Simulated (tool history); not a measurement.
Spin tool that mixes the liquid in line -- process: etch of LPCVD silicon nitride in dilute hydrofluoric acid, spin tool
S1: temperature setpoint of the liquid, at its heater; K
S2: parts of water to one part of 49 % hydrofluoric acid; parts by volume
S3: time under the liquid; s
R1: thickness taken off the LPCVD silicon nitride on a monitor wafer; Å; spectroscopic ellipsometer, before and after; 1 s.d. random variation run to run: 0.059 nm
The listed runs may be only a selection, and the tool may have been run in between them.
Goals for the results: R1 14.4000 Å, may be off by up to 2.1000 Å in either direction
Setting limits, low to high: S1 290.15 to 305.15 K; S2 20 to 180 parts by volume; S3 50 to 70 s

| run | hour | S1 | S2 | S3 | R1 |
|---|---|---|---|---|---|
| 1 | 0.0 | 297.15 | 100 | 70 | 3.5580 |
| 2 | 5.4 | 297.15 | 100 | 70 | 3.4234 |
| 3 | 11.5 | 298.65 | 85 | 70 | 4.2865 |
| 4 | 19.9 | 298.65 | 85 | 50 | 3.2776 |
| 5 | 22.0 | 298.65 | 55 | 50 | 4.3768 |
|  | 23.5 | thermometer replaced |
| 6 | 23.5 | 295.65 | 55 | 50 | 4.1927 |
| 7 | 24.9 | 297.65 | 50 | 55 | 6.0724 |
| 8 | 27.0 | 298.65 | 45 | 60 | 7.5106 |
| 9 | 28.4 | 299.15 | 40 | 60 | 8.8796 |
| 10 | 33.4 | 299.65 | 40 | 60 | 9.4116 |
| 11 | 37.3 | 300.15 | 40 | 60 | 9.4077 |
| 12 | 38.9 | 303.65 | 20 | 70 | 28.9500 |
| 13 | 40.9 | 303.15 | 20 | 70 | 27.1100 |
| 14 | 47.6 | 299.15 | 50 | 60 | 7.3608 |
| 15 | 54.0 | 300.15 | 50 | 60 | 7.6740 |
| 16 | 56.9 | 304.15 | 20 | 70 | 29.0800 |
| 17 | 59.7 | 303.65 | 20 | 70 | 28.1470 |
| 18 | 62.3 | 303.15 | 20 | 70 | 25.9810 |

Consider the 5 candidate settings below. Which is the only one whose results all fall within their allowed miss of target?
| A | 64.9 | 302.65 | 50 | 65 | ? |
| B | 64.9 | 303.65 | 30 | 55 | ? |
| C | 64.9 | 304.15 | 40 | 50 | ? |
| D | 64.9 | 301.15 | 35 | 55 | ? |
| E | 64.9 | 296.65 | 30 | 50 | ? |

| move | R1 |
|---|---|
| A | 9.6013 |
| B | 14.3150 |
| C | 10.1410 |
| D | 10.4550 |
| E | 8.1591 |
A: the result that was furthest off in the last run now lies on the other side of its target
B: hits every target within its allowed miss
C: the result that was furthest off in the last run now lies on the other side of its target
D: the result that was furthest off in the last run now lies on the other side of its target
E: the result that was furthest off in the last run now lies on the other side of its target
Answer: B

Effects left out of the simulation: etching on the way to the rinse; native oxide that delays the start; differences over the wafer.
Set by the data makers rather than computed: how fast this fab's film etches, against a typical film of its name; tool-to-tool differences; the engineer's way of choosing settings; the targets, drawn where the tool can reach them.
